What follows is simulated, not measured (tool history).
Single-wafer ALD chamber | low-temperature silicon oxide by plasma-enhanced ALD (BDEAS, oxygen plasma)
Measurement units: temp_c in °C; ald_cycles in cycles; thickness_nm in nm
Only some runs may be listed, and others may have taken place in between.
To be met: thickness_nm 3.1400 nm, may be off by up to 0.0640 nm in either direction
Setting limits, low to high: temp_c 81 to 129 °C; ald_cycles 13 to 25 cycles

run  hour  temp_c  ald_cycles  thickness_nm
  1   0.0     105          19        2.6408
  2   1.6     112          19        2.6220
  3   2.7     112          20        2.7246
  4   9.1     105          20        2.7865
  5  11.1     105          18        2.5000
  6  19.6      97          18        2.5519
  7  26.4      95          19        2.7301
  8  32.9      93          20        2.8535
  9  39.8      92          21        3.0101
 10  40.3      91          21        3.0335
 11  43.4      90          21        3.0495
 12  51.6      88          21        3.0554
 13  52.4      88          21        3.0487
 14  59.8      87          21        3.0464
 15  64.8      86          22        3.2376

Which one of the following 5 next-run settings gets every result inside its allowed miss? There is exactly one.
  A  69.8      81          22             ?
  B  69.8      81          21             ?
  C  69.8      87          23             ?
  D  69.8      97          23             ?
  E  69.8      96          23             ?

move  thickness_nm
   A        3.2827
   B        3.1335
   C        3.3701
   D        3.2671
   E        3.2774
A: misses by more than the last run did
B: every result within its allowed miss
C: misses by more than the last run did
D: misses by more than the last run did
E: misses by more than the last run did
So the answer is move B, the one that meets all the targets.

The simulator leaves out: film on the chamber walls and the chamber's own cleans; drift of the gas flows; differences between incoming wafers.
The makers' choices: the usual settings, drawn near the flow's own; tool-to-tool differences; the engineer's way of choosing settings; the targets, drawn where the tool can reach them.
